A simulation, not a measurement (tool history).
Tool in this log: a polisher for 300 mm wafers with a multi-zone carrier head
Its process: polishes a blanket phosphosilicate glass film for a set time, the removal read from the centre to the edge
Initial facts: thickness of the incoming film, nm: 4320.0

run	hour	flow of slurry (ml/min)	pressure of the head's centre zone	pressure of the head's middle zone	pressure of the head's edge zone	abrasive content of the slurry	polishing time (s)	film removed at the wafer's centre (nm)	film removed at mid-radius (nm)	film removed at the wafer's edge (nm)
1	0.0	300	1.00	1.00	1.00	1.00	33	276.76	266.47	284.51
2	7.8	305	0.99	1.02	1.00	1.00	33	276.79	268.88	281.63
3	11.5	305	0.98	1.04	1.01	1.00	33	262.67	276.32	281.75
4	19.2	305	0.98	1.04	1.01	1.00	27	220.44	226.48	226.27
5	26.9	305	0.99	1.06	1.03	1.05	27	232.67	238.89	238.39
6	29.3	310	0.99	1.08	1.05	1.10	27	240.12	249.03	251.26
7	33.5	315	0.99	1.10	1.05	1.10	27	232.99	251.99	245.92

Run 8 comes next. What will it give?
8	41.6	315	1.00	1.11	1.06	1.15	27	?	?	?

For run 8 the tool returned film removed at the wafer's centre (nm) 250.98, film removed at mid-radius (nm) 260.36, film removed at the wafer's edge (nm) 257.69.

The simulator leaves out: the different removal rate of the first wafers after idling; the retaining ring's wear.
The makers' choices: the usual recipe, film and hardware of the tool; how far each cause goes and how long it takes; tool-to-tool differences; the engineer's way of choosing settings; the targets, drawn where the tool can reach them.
